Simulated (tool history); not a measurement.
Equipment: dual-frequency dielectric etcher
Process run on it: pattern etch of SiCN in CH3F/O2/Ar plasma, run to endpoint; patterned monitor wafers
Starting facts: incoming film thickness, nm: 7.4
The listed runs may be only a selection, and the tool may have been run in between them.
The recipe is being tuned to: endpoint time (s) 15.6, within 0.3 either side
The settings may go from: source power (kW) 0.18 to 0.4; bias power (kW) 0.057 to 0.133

| run | hour | source power (kW) | bias power (kW) | endpoint time (s) |
|---|---|---|---|---|
| 1 | 0 | 0.29 | 0.095 | 18.57 |
| 2 | 8.2 | 0.29 | 0.107 | 17.818 |
| 3 | 10.9 | 0.31 | 0.109 | 17.282 |
| 4 | 13.2 | 0.31 | 0.1 | 17.684 |
| 5 | 22.1 | 0.31 | 0.111 | 17.034 |
| 6 | 27.2 | 0.32 | 0.112 | 16.794 |
| 7 | 29 | 0.33 | 0.113 | 16.442 |
| 8 | 31.7 | 0.34 | 0.114 | 16.129 |

Exactly one of the 4 candidate moves below puts every result within its allowed miss. Which one?
| A | 34.4 | 0.34 | 0.11 | ? |
| B | 34.4 | 0.4 | 0.084 | ? |
| C | 34.4 | 0.35 | 0.123 | ? |
| D | 34.4 | 0.33 | 0.104 | ? |

| move | endpoint time (s) |
|---|---|
| A | 16.331 |
| B | 16.378 |
| C | 15.502 |
| D | 16.892 |
A: its largest miss is bigger than the last run's
B: its largest miss is bigger than the last run's
C: all results in spec
D: its largest miss is bigger than the last run's
C meets every target.
